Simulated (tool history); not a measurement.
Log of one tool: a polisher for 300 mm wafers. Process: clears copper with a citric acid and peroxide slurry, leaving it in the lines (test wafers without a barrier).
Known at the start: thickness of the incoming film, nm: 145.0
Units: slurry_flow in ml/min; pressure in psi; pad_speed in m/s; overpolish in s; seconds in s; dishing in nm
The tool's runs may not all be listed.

run	day	slurry_flow	pressure	pad_speed	slurry_solids	overpolish	seconds	dishing
1	0.000	130	2.1	1.14	1.00	9	82.177	13.7890
2	0.038	130	2.1	1.02	1.00	9	87.965	13.0490
3	0.283	130	2.3	1.02	1.00	9	81.143	13.5510
4	0.358	110	2.3	1.02	1.00	9	81.982	13.4810
5	0.429	110	2.3	1.02	0.80	9	87.542	12.7350
6	0.733	100	2.5	0.98	0.80	7	86.743	10.4410
7	0.804	95	2.7	0.96	0.85	6	80.419	9.7473
8	1.029	90	3.1	0.90	1.10	3	71.017	5.5988
9	1.108	95	3.1	0.92	1.05	3	70.410	5.5165
10	1.167	90	3.1	0.94	1.00	3	70.620	5.5553
11	1.283	90	3.1	0.96	0.95	3	71.593	5.6162
# day 1.471: slurry nozzle cleaned
12	1.471	100	3.2	0.98	0.90	6	60.813	12.6470

Forecast run 13:
13	1.783	100	3.1	0.98	1.00	6	?	?

Run 13 gave seconds 60.696 s, dishing 12.4530 nm.

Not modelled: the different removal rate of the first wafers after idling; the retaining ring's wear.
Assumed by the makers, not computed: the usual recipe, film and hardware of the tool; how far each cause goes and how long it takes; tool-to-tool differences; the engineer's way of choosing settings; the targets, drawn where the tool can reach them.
